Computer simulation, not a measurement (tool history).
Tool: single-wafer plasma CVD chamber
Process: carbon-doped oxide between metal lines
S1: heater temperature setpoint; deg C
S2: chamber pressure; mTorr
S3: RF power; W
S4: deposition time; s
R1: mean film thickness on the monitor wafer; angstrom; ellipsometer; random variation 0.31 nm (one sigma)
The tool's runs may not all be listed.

run  hour   S1    S2   S3    S4      R1
  1   0.0  370  3670  405  18.6  778.31
  2   7.0  378  3670  405  18.6  762.67
  3  11.9  377  3770  410  18.6  780.09
  4  14.7  376  3880  410  18.6  785.41
  5  21.8  375  3980  410  18.6  794.42
  6  25.4  375  4600  410  18.6  805.21
  7  27.1  374  4660  410  18.6  809.61
  8  29.6  373  4710  410  18.6  807.57
  9  31.6  373  4750  415  18.6  821.82
 10  34.8  373  4750  415  18.6  818.99
 11  41.5  373  4790  415  18.6  823.06

The next listed run, before its measurement:
 12  49.5  372  4830  415  18.6   ?

{"run 12": {"R1": 821.86}}

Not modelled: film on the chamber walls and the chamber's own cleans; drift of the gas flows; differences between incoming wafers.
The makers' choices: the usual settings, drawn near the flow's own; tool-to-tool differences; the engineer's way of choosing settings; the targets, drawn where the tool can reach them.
